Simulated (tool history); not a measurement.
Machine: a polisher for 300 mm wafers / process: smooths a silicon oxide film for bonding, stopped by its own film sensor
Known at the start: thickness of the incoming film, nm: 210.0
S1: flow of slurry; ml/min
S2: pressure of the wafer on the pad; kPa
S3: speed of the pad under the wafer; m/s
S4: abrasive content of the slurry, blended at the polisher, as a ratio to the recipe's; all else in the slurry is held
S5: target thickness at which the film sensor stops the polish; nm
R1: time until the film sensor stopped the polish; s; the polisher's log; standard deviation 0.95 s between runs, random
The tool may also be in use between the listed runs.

| run | hour | S1 | S2 | S3 | S4 | S5 | R1 |
|---|---|---|---|---|---|---|---|
| 1 | 0 | 260 | 9.7 | 0.96 | 1 | 165 | 84.855 |
| 2 | 5.2 | 260 | 9.7 | 0.96 | 1 | 163 | 88.515 |
| 3 | 11.5 | 260 | 10.3 | 0.98 | 1 | 163 | 82.447 |
| 4 | 20.1 | 260 | 9.7 | 0.98 | 1 | 163 | 87.699 |
| 5 | 26.8 | 260 | 9.7 | 0.98 | 1 | 163 | 87.659 |
| 6 | 35.8 | 260 | 9.7 | 1.06 | 1 | 163 | 80.804 |
| 7 | 40.9 | 260 | 10.3 | 1.08 | 1 | 163 | 75.129 |
| 8 | 42.3 | 260 | 11 | 1.08 | 1 | 163 | 69.667 |
| 9 | 44.1 | 260 | 11.7 | 1.08 | 1 | 163 | 67.801 |

What does the tool deliver on the next run?
| 10 | 51.9 | 260 | 12.4 | 1.08 | 1 | 163 | ? |

{"run 10": {"R1": 63.733}}

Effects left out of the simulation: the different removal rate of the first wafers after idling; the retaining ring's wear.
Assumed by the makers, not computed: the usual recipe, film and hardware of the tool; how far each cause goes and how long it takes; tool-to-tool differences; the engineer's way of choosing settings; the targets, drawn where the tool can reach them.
